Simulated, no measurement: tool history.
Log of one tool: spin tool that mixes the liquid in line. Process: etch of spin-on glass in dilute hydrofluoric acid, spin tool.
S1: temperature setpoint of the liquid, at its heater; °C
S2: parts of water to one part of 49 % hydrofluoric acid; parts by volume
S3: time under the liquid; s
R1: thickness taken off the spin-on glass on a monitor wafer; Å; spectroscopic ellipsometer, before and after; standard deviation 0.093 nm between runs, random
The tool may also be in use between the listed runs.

Run 1, hour 0: S1 21 °C, S2 180 parts by volume, S3 70 s. Result: R1 106.79 Å.
Run 2, hour 0.8: S1 21 °C, S2 245 parts by volume, S3 70 s. Result: R1 75.405 Å.
Run 3, hour 7.8: S1 21 °C, S2 245 parts by volume, S3 75 s. Result: R1 79.714 Å.
Run 4, hour 8.6: S1 21 °C, S2 245 parts by volume, S3 70 s. Result: R1 74.771 Å.
Run 5, hour 15.4: S1 21 °C, S2 265 parts by volume, S3 70 s. Result: R1 66.935 Å.
Run 6, hour 24: S1 21 °C, S2 200 parts by volume, S3 70 s. Result: R1 95.819 Å.
Run 7, hour 25.1: S1 22.5 °C, S2 200 parts by volume, S3 70 s. Result: R1 101.82 Å.
Run 8, hour 26.4: S1 23.5 °C, S2 200 parts by volume, S3 70 s. Result: R1 106.79 Å.

Run 9 has not been measured yet. What should we expect?
Run 9, hour 33: S1 27.5 °C, S2 200 parts by volume, S3 70 s. Result: R1 ?.

{"run 9": {"R1": 122.13}}
